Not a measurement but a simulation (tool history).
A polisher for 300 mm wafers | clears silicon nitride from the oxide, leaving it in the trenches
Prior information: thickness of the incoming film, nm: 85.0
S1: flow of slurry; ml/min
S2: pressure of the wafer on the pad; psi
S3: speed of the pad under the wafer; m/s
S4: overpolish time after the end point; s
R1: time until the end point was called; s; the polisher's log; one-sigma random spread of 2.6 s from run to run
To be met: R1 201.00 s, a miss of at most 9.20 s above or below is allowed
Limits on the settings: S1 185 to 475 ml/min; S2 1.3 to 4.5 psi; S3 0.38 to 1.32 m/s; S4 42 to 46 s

Run 1, hour 0.0: S1 305 ml/min, S2 2.9 psi, S3 0.84 m/s, S4 42 s. Result: R1 104.38 s.
Run 2, hour 6.8: S1 305 ml/min, S2 2.5 psi, S3 0.82 m/s, S4 42 s. Result: R1 124.63 s.
Run 3, hour 10.8: S1 305 ml/min, S2 2.2 psi, S3 0.82 m/s, S4 42 s. Result: R1 141.42 s.
Run 4, hour 19.4: S1 375 ml/min, S2 2.2 psi, S3 0.82 m/s, S4 42 s. Result: R1 136.87 s.
Run 5, hour 24.5: S1 375 ml/min, S2 2.0 psi, S3 0.82 m/s, S4 42 s. Result: R1 151.19 s.
Run 6, hour 29.6: S1 375 ml/min, S2 2.0 psi, S3 0.82 m/s, S4 46 s. Result: R1 148.82 s.
At hour 32.6: slurry nozzle cleaned.
Run 7, hour 32.6: S1 375 ml/min, S2 1.8 psi, S3 0.82 m/s, S4 46 s. Result: R1 159.79 s.
Run 8, hour 36.9: S1 375 ml/min, S2 1.7 psi, S3 0.82 m/s, S4 46 s. Result: R1 166.13 s.
Run 9, hour 41.2: S1 375 ml/min, S2 1.6 psi, S3 0.82 m/s, S4 46 s. Result: R1 178.00 s.

Pick the move, out of 5, that brings all results within their allowed miss; only one does.
Run A, hour 45.5: S1 445 ml/min, S2 1.8 psi, S3 0.74 m/s, S4 46 s. Result: R1 ?.
Run B, hour 45.5: S1 440 ml/min, S2 1.4 psi, S3 0.74 m/s, S4 45 s. Result: R1 ?.
Run C, hour 45.5: S1 430 ml/min, S2 2.3 psi, S3 0.68 m/s, S4 42 s. Result: R1 ?.
Run D, hour 45.5: S1 315 ml/min, S2 1.5 psi, S3 0.90 m/s, S4 42 s. Result: R1 ?.
Run E, hour 45.5: S1 345 ml/min, S2 1.4 psi, S3 0.84 m/s, S4 46 s. Result: R1 ?.

move      R1
   A  171.27
   B  217.41
   C  147.27
   D  173.01
   E  195.81
A: further off than the last run
B: carries the result that was furthest off beyond its target, to the other side
C: further off than the last run
D: further off than the last run
E: in spec on every target
So the answer is move E, the one that meets all the targets.

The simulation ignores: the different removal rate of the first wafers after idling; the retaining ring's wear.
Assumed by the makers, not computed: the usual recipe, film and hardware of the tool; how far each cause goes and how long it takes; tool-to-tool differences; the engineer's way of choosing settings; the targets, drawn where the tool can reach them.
